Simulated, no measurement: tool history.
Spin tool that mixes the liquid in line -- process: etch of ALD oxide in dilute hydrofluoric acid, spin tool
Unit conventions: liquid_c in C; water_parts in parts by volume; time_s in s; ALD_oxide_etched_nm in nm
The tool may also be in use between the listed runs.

{"run": 1, "hour": 0.0, "liquid_c": 22.0, "water_parts": 95, "time_s": 85, "ALD_oxide_etched_nm": 6.8664}
{"run": 2, "hour": 1.3, "liquid_c": 23.5, "water_parts": 90, "time_s": 85, "ALD_oxide_etched_nm": 7.5106}
{"run": 3, "hour": 3.7, "liquid_c": 23.5, "water_parts": 65, "time_s": 85, "ALD_oxide_etched_nm": 11.043}
{"run": 4, "hour": 11.6, "liquid_c": 24.5, "water_parts": 65, "time_s": 85, "ALD_oxide_etched_nm": 11.518}
{"run": 5, "hour": 19.0, "liquid_c": 26.0, "water_parts": 65, "time_s": 85, "ALD_oxide_etched_nm": 12.134}
{"run": 6, "hour": 23.2, "liquid_c": 24.0, "water_parts": 65, "time_s": 85, "ALD_oxide_etched_nm": 11.364}
{"run": 7, "hour": 26.7, "liquid_c": 25.0, "water_parts": 65, "time_s": 85, "ALD_oxide_etched_nm": 11.893}
{"run": 8, "hour": 29.5, "liquid_c": 25.5, "water_parts": 65, "time_s": 85, "ALD_oxide_etched_nm": 12.043}
{"run": 9, "hour": 33.0, "liquid_c": 26.0, "water_parts": 65, "time_s": 85, "ALD_oxide_etched_nm": 12.133}
{"run": 10, "hour": 39.7, "liquid_c": 26.5, "water_parts": 65, "time_s": 85, "ALD_oxide_etched_nm": 12.471}
{"run": 11, "hour": 42.9, "liquid_c": 27.0, "water_parts": 65, "time_s": 85, "ALD_oxide_etched_nm": 12.804}

Predict the results of run 12:
{"run": 12, "hour": 50.9, "liquid_c": 27.5, "water_parts": 65, "time_s": 85, "ALD_oxide_etched_nm": "?"}

{"run 12": {"ALD_oxide_etched_nm": 12.809}}
